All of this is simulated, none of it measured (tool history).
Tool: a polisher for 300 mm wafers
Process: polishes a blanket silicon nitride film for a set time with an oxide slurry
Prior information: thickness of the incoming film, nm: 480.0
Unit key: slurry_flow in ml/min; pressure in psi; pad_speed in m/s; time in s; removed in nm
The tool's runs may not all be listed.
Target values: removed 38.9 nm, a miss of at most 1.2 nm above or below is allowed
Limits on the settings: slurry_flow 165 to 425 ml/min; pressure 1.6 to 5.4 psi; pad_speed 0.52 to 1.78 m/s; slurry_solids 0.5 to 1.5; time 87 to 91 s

{"run": 1, "day": 0.0, "slurry_flow": 275, "pressure": 3.5, "pad_speed": 1.14, "slurry_solids": 1, "time": 87, "removed": 59.185}
{"run": 2, "day": 0.208, "slurry_flow": 275, "pressure": 3.5, "pad_speed": 1.14, "slurry_solids": 1, "time": 87, "removed": 59.428}
{"run": 3, "day": 0.483, "slurry_flow": 275, "pressure": 3.5, "pad_speed": 1.14, "slurry_solids": 1, "time": 91, "removed": 61.258}
{"run": 4, "day": 0.521, "slurry_flow": 275, "pressure": 4.4, "pad_speed": 1.14, "slurry_solids": 1, "time": 91, "removed": 72.902}
{"run": 5, "day": 0.738, "slurry_flow": 275, "pressure": 4.4, "pad_speed": 1.14, "slurry_solids": 1, "time": 91, "removed": 73.457}
{"run": 6, "day": 0.758, "slurry_flow": 215, "pressure": 4.4, "pad_speed": 1.14, "slurry_solids": 1, "time": 91, "removed": 71.589}
{"run": 7, "day": 1.129, "slurry_flow": 215, "pressure": 3.7, "pad_speed": 1.1, "slurry_solids": 1, "time": 91, "removed": 61.674}
{"run": 8, "day": 1.342, "slurry_flow": 215, "pressure": 3.2, "pad_speed": 1.06, "slurry_solids": 1, "time": 91, "removed": 53.684}
{"run": 9, "day": 1.704, "slurry_flow": 215, "pressure": 2.8, "pad_speed": 1.06, "slurry_solids": 1, "time": 91, "removed": 49.258}

4 next moves are on the table. One of them brings every result within its allowed miss. Which?
{"run": "A", "day": 2.067, "slurry_flow": 220, "pressure": 3.4, "pad_speed": 1.26, "slurry_solids": 0.95, "time": 91, "removed": "?"}
{"run": "B", "day": 2.067, "slurry_flow": 185, "pressure": 3.3, "pad_speed": 1.32, "slurry_solids": 1.25, "time": 91, "removed": "?"}
{"run": "C", "day": 2.067, "slurry_flow": 320, "pressure": 2.7, "pad_speed": 1.18, "slurry_solids": 0.75, "time": 87, "removed": "?"}
{"run": "D", "day": 2.067, "slurry_flow": 190, "pressure": 2.5, "pad_speed": 0.94, "slurry_solids": 0.9, "time": 89, "removed": "?"}

move=A removed=63.673
move=B removed=68.011
move=C removed=48.378
move=D removed=38.74
A: further off than the last run
B: further off than the last run
C: better than the last run, though not everything is in spec
D: all results land within tolerance of their targets
The move that meets every target is D.
